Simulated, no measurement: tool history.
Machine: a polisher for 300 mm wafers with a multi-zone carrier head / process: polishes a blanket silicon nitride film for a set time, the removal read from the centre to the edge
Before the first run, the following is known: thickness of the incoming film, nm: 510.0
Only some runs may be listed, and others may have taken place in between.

run  hour  flow of slurry (ml/min)  pressure of the head's centre zone  pressure of the head's middle zone  pressure of the head's edge zone  polishing time (s)  film removed at the wafer's centre (angstrom)  film removed at mid-radius (angstrom)  film removed at the wafer's edge (angstrom)
  1     0                      150                                   1                                   1                                 1                  84                                         1338.6                                   1393                                       1344.8
  2   6.7                      150                                   1                                1.08                                 1                  84                                         1331.8                                 1466.6                                       1350.1
  3  12.8                      150                                   1                                1.08                                 1                  74                                         1170.1                                 1309.9                                       1169.9
  4    19                      150                                   1                                1.08                                 1                  63                                         1007.5                                 1096.6                                       1012.6
  5  23.3                      160                                1.02                                1.09                              1.03                  67                                         1082.3                                 1200.8                                       1090.5
  6  28.8                      165                                1.04                                1.08                              1.05                  70                                         1170.9                                 1239.3                                       1141.1
  7  36.2                      170                                1.05                                1.08                              1.07                  73                                         1228.9                                 1286.4                                         1221
  8  38.8                      175                                1.06                                1.09                              1.09                  75                                         1289.8                                 1332.9                                       1255.8

Run 9 has not been measured yet. What should we expect?
  9  41.8                      180                                1.06                                 1.1                               1.1                  77                                              ?                                      ?                                            ?

Run 9 yielded film removed at the wafer's centre (angstrom) 1333.8, film removed at mid-radius (angstrom) 1393, film removed at the wafer's edge (angstrom) 1308.8.

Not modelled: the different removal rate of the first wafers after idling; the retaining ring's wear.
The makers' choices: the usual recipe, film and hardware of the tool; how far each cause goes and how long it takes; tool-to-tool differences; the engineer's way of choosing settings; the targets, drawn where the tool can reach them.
